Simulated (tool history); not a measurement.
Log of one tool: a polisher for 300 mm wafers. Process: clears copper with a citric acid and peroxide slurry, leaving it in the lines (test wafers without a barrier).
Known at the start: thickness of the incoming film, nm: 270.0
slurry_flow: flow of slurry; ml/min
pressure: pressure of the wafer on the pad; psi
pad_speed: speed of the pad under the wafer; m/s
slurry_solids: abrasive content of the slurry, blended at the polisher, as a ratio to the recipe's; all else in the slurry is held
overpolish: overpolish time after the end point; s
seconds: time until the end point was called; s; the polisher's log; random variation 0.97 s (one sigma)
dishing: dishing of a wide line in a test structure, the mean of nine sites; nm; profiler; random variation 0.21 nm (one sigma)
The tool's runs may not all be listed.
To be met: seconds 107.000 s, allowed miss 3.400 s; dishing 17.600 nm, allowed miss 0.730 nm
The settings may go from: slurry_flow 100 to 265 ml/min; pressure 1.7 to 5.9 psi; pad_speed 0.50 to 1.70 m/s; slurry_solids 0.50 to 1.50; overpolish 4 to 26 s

| run | hour | slurry_flow | pressure | pad_speed | slurry_solids | overpolish | seconds | dishing |
|---|---|---|---|---|---|---|---|---|
| 1 | 0.0 | 170 | 3.8 | 1.10 | 1.00 | 13 | 71.939 | 31.391 |
| 2 | 4.1 | 170 | 3.6 | 1.10 | 1.00 | 13 | 75.655 | 30.439 |
| 3 | 12.4 | 170 | 3.6 | 1.00 | 1.00 | 13 | 82.293 | 28.603 |
| 4 | 18.7 | 170 | 3.6 | 1.00 | 1.20 | 13 | 78.353 | 29.810 |
| 5 | 27.7 | 170 | 3.5 | 1.00 | 1.20 | 13 | 79.331 | 29.124 |
| 6 | 29.2 | 170 | 3.5 | 1.18 | 1.20 | 13 | 70.495 | 32.509 |
| 7 | 36.7 | 170 | 3.3 | 1.18 | 1.20 | 13 | 73.729 | 31.411 |
| 8 | 42.8 | 170 | 3.1 | 1.18 | 1.20 | 13 | 78.242 | 29.848 |
| 9 | 45.9 | 170 | 3.0 | 1.18 | 1.20 | 13 | 82.263 | 28.887 |
| 10 | 48.7 | 170 | 2.9 | 1.18 | 1.20 | 12 | 85.502 | 26.226 |
| 11 | 56.5 | 170 | 2.9 | 1.18 | 1.20 | 12 | 83.654 | 25.906 |
| 12 | 60.0 | 170 | 2.8 | 1.18 | 1.20 | 12 | 87.497 | 24.840 |
| 13 | 60.6 | 165 | 2.0 | 1.18 | 1.20 | 9 | 119.270 | 14.110 |
| 14 | 65.5 | 170 | 2.0 | 1.18 | 1.20 | 9 | 119.580 | 13.964 |

4 next moves are on the table. One of them brings every result within its allowed miss. Which?
| A | 70.4 | 175 | 1.8 | 1.14 | 1.15 | 14 | ? | ? |
| B | 70.4 | 160 | 2.0 | 0.98 | 1.15 | 15 | ? | ? |
| C | 70.4 | 155 | 2.4 | 0.84 | 1.35 | 7 | ? | ? |
| D | 70.4 | 215 | 2.3 | 1.14 | 1.15 | 10 | ? | ? |

| move | seconds | dishing |
|---|---|---|
| A | 136.180 | 18.730 |
| B | 139.550 | 19.587 |
| C | 126.420 | 10.588 |
| D | 105.980 | 17.461 |
A: takes the result that was furthest off past its target
B: takes the result that was furthest off past its target
C: further off than the last run
D: meets every target
The right move is D.
